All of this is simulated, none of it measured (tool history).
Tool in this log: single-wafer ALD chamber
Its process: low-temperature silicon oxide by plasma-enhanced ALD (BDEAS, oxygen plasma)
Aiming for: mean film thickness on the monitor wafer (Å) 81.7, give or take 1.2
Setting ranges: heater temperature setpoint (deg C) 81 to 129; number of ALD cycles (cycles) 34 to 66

run	hour	heater temperature setpoint (deg C)	number of ALD cycles (cycles)	mean film thickness on the monitor wafer (Å)
1	0	105	50	68.356
2	2.1	103	52	71.917
3	5.3	100	53	73.682
4	10.8	98	54	75.531
5	18.7	96	55	77.891
6	26.4	106	55	75.664
7	33	103	56	77.048
8	37.1	100	56	77.508
9	43.2	92	58	83.073

Exactly one of the 5 candidate moves below puts every result within its allowed miss. Which one?
A	49.3	82	58	?
B	49.3	87	58	?
C	49.3	97	60	?
D	49.3	93	57	?
E	49.3	97	62	?

move	mean film thickness on the monitor wafer (Å)
A	86.457
B	84.805
C	84.31
D	81.394
E	87.12
A: misses by more than the last run did
B: misses by more than the last run did
C: misses by more than the last run did
D: hits every target within its allowed miss
E: misses by more than the last run did
D is the move that brings every result within its allowed miss.
